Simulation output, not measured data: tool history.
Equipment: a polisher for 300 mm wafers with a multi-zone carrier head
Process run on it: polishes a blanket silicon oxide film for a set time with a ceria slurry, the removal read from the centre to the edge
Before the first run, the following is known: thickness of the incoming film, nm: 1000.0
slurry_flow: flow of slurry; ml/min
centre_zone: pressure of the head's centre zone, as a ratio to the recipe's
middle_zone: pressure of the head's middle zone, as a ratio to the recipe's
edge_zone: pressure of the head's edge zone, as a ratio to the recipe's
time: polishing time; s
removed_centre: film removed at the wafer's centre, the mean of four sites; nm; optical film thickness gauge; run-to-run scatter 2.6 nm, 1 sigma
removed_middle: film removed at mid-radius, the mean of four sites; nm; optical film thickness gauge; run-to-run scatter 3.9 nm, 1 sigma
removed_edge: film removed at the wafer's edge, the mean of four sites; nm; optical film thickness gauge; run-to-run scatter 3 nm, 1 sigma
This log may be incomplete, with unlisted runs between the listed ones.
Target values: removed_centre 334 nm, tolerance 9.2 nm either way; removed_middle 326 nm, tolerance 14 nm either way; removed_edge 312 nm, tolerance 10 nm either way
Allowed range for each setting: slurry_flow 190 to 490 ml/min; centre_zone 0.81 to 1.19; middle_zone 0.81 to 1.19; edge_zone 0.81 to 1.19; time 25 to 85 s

Run 1, day 0: slurry_flow 315 ml/min, centre_zone 1, middle_zone 1, edge_zone 1, time 55 s. Result: removed_centre 229.74 nm, removed_middle 233.56 nm, removed_edge 231.48 nm.
Run 2, day 0.333: slurry_flow 315 ml/min, centre_zone 1, middle_zone 1, edge_zone 0.92, time 55 s. Result: removed_centre 226.4 nm, removed_middle 231.96 nm, removed_edge 223.52 nm.
Run 3, day 0.454: slurry_flow 390 ml/min, centre_zone 1, middle_zone 1, edge_zone 0.92, time 55 s. Result: removed_centre 233.56 nm, removed_middle 233.32 nm, removed_edge 221.49 nm.
Run 4, day 0.742: slurry_flow 375 ml/min, centre_zone 1.02, middle_zone 1.02, edge_zone 0.96, time 58 s. Result: removed_centre 252.58 nm, removed_middle 241.62 nm, removed_edge 239.86 nm.
Run 5, day 1.004: slurry_flow 375 ml/min, centre_zone 1.06, middle_zone 1.02, edge_zone 0.96, time 58 s. Result: removed_centre 260.23 nm, removed_middle 248.47 nm, removed_edge 245.68 nm.
Run 6, day 1.304: slurry_flow 300 ml/min, centre_zone 1.06, middle_zone 1.02, edge_zone 0.96, time 58 s. Result: removed_centre 260.12 nm, removed_middle 240.93 nm, removed_edge 235.07 nm.
Run 7, day 1.538: slurry_flow 305 ml/min, centre_zone 1.06, middle_zone 1.05, edge_zone 0.99, time 61 s. Result: removed_centre 268.05 nm, removed_middle 258.14 nm, removed_edge 251.77 nm.
Run 8, day 1.65: slurry_flow 305 ml/min, centre_zone 1.07, middle_zone 1.07, edge_zone 1, time 64 s. Result: removed_centre 286.08 nm, removed_middle 274.73 nm, removed_edge 264.8 nm.
Run 9, day 1.946: slurry_flow 305 ml/min, centre_zone 1.07, middle_zone 1.07, edge_zone 1, time 64 s. Result: removed_centre 288.42 nm, removed_middle 277.87 nm, removed_edge 272.13 nm.
Run 10, day 2.092: slurry_flow 310 ml/min, centre_zone 1.08, middle_zone 1.09, edge_zone 1.01, time 65 s. Result: removed_centre 295.26 nm, removed_middle 292.76 nm, removed_edge 272.49 nm.
Run 11, day 2.258: slurry_flow 320 ml/min, centre_zone 1.09, middle_zone 1.1, edge_zone 1.04, time 66 s. Result: removed_centre 303.61 nm, removed_middle 293.9 nm, removed_edge 283.3 nm.
Run 12, day 2.421: slurry_flow 325 ml/min, centre_zone 1.1, middle_zone 1.12, edge_zone 1.06, time 67 s. Result: removed_centre 310.5 nm, removed_middle 300.28 nm, removed_edge 287.99 nm.
Run 13, day 2.692: slurry_flow 325 ml/min, centre_zone 1.1, middle_zone 1.13, edge_zone 1.07, time 68 s. Result: removed_centre 316.44 nm, removed_middle 307.46 nm, removed_edge 288.17 nm.
Run 14, day 3.05: slurry_flow 325 ml/min, centre_zone 1.1, middle_zone 1.13, edge_zone 1.07, time 68 s. Result: removed_centre 309.72 nm, removed_middle 308.55 nm, removed_edge 297.28 nm.

Consider the 5 candidate settings below. Which is the only one whose results all fall within their allowed miss of target?
Run A, day 3.408: slurry_flow 305 ml/min, centre_zone 0.94, middle_zone 1.19, edge_zone 1.15, time 69 s. Result: removed_centre ?, removed_middle ?, removed_edge ?.
Run B, day 3.408: slurry_flow 315 ml/min, centre_zone 1.09, middle_zone 0.96, edge_zone 1.14, time 70 s. Result: removed_centre ?, removed_middle ?, removed_edge ?.
Run C, day 3.408: slurry_flow 490 ml/min, centre_zone 1.01, middle_zone 1.13, edge_zone 1.19, time 62 s. Result: removed_centre ?, removed_middle ?, removed_edge ?.
Run D, day 3.408: slurry_flow 300 ml/min, centre_zone 1.15, middle_zone 1.19, edge_zone 0.93, time 69 s. Result: removed_centre ?, removed_middle ?, removed_edge ?.
Run E, day 3.408: slurry_flow 425 ml/min, centre_zone 1.08, middle_zone 1.1, edge_zone 1.04, time 72 s. Result: removed_centre ?, removed_middle ?, removed_edge ?.

move  removed_centre  removed_middle  removed_edge
   A          271.28          324.99        308.03
   B          319.87          288.11        312.31
   C          270.41           290.4         288.2
   D          331.96          324.37        277.29
   E             333           328.8        310.71
A: its largest miss is bigger than the last run's
B: no better and no worse than the last run
C: its largest miss is bigger than the last run's
D: gets the furthest-off result to its target, but another result is out of tolerance
E: every result within its allowed miss
Answer: E
